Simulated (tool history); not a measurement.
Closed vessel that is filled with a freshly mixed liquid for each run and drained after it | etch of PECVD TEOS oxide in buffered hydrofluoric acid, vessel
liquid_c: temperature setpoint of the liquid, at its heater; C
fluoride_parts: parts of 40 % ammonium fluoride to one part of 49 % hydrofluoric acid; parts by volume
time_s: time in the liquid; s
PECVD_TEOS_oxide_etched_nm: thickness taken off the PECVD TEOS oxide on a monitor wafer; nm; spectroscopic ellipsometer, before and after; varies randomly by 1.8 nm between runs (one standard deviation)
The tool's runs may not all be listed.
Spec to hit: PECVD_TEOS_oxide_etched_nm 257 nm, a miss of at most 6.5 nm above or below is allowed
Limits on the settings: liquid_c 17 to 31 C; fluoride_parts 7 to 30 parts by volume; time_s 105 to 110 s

{"run": 1, "hour": 0.0, "liquid_c": 23, "fluoride_parts": 20, "time_s": 105, "PECVD_TEOS_oxide_etched_nm": 89.745}
{"run": 2, "hour": 5.8, "liquid_c": 25.5, "fluoride_parts": 16, "time_s": 105, "PECVD_TEOS_oxide_etched_nm": 126.57}
{"run": 3, "hour": 9.5, "liquid_c": 27, "fluoride_parts": 13.5, "time_s": 105, "PECVD_TEOS_oxide_etched_nm": 161.16}
{"run": 4, "hour": 12.8, "liquid_c": 28, "fluoride_parts": 12, "time_s": 105, "PECVD_TEOS_oxide_etched_nm": 192.64}
{"run": 5, "hour": 14.6, "liquid_c": 29, "fluoride_parts": 11.5, "time_s": 105, "PECVD_TEOS_oxide_etched_nm": 208.14}
{"run": 6, "hour": 21.2, "liquid_c": 29.5, "fluoride_parts": 11, "time_s": 105, "PECVD_TEOS_oxide_etched_nm": 228.13}
{"run": 7, "hour": 25.9, "liquid_c": 30, "fluoride_parts": 11, "time_s": 105, "PECVD_TEOS_oxide_etched_nm": 236.51}
{"run": 8, "hour": 26.5, "liquid_c": 30.5, "fluoride_parts": 11, "time_s": 105, "PECVD_TEOS_oxide_etched_nm": 239.81}

Which single option among these 5 for the next run brings every result within its allowed miss of target? Just one does.
{"run": "A", "hour": 27.1, "liquid_c": 28, "fluoride_parts": 11, "time_s": 110, "PECVD_TEOS_oxide_etched_nm": "?"}
{"run": "B", "hour": 27.1, "liquid_c": 29, "fluoride_parts": 10, "time_s": 110, "PECVD_TEOS_oxide_etched_nm": "?"}
{"run": "C", "hour": 27.1, "liquid_c": 29.5, "fluoride_parts": 11.5, "time_s": 105, "PECVD_TEOS_oxide_etched_nm": "?"}
{"run": "D", "hour": 27.1, "liquid_c": 28.5, "fluoride_parts": 8.5, "time_s": 105, "PECVD_TEOS_oxide_etched_nm": "?"}
{"run": "E", "hour": 27.1, "liquid_c": 28.5, "fluoride_parts": 11.5, "time_s": 110, "PECVD_TEOS_oxide_etched_nm": "?"}

move=A PECVD_TEOS_oxide_etched_nm=217.52
move=B PECVD_TEOS_oxide_etched_nm=251.63
move=C PECVD_TEOS_oxide_etched_nm=215.25
move=D PECVD_TEOS_oxide_etched_nm=265.91
move=E PECVD_TEOS_oxide_etched_nm=213.9
A: its largest miss is bigger than the last run's
B: meets every target
C: its largest miss is bigger than the last run's
D: takes the result that was furthest off past its target
E: its largest miss is bigger than the last run's
The right move is B.
